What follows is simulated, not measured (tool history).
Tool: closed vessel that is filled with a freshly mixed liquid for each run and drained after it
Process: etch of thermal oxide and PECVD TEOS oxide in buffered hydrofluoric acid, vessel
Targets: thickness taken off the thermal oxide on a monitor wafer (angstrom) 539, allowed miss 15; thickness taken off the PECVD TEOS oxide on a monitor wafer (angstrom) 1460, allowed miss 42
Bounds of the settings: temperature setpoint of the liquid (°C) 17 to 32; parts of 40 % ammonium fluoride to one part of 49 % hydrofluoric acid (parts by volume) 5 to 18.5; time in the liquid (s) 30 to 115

| run | hour | temperature setpoint of the liquid (°C) | parts of 40 % ammonium fluoride to one part of 49 % hydrofluoric acid (parts by volume) | time in the liquid (s) | thickness taken off the thermal oxide on a monitor wafer (angstrom) | thickness taken off the PECVD TEOS oxide on a monitor wafer (angstrom) |
|---|---|---|---|---|---|---|
| 1 | 0 | 25 | 11.5 | 60 | 646.96 | 1744.8 |
| 2 | 8.3 | 25 | 11.5 | 85 | 926.28 | 2475.9 |
| 3 | 8.9 | 25 | 11.5 | 95 | 1038.5 | 2758.3 |
| 4 | 15.8 | 25 | 11.5 | 110 | 1197.4 | 3171.1 |
| 5 | 24.7 | 23.5 | 11.5 | 110 | 1105.3 | 2988.6 |
| 6 | 26.7 | 22.5 | 12.5 | 110 | 959.58 | 2605.6 |
| 7 | 28 | 21.5 | 13 | 110 | 878.34 | 2389.9 |
| 8 | 30.5 | 21 | 13.5 | 110 | 821.34 | 2206.9 |
| 9 | 36.9 | 20.5 | 14 | 110 | 759.18 | 2104 |
| 10 | 38.6 | 20 | 14.5 | 110 | 723.59 | 1953.1 |

4 next moves are on the table. One of them brings every result within its allowed miss. Which?
| A | 40.3 | 17 | 17 | 115 | ? | ? |
| B | 40.3 | 17.5 | 16.5 | 90 | ? | ? |
| C | 40.3 | 18.5 | 10 | 115 | ? | ? |
| D | 40.3 | 28 | 17.5 | 115 | ? | ? |

| move | thickness taken off the thermal oxide on a monitor wafer (angstrom) | thickness taken off the PECVD TEOS oxide on a monitor wafer (angstrom) |
|---|---|---|
| A | 542.62 | 1471.2 |
| B | 450.03 | 1220.2 |
| C | 994.33 | 2696 |
| D | 968.1 | 2624.8 |
A: meets every target
B: takes the result that was furthest off past its target
C: further off than the last run
D: further off than the last run
The right move is A.
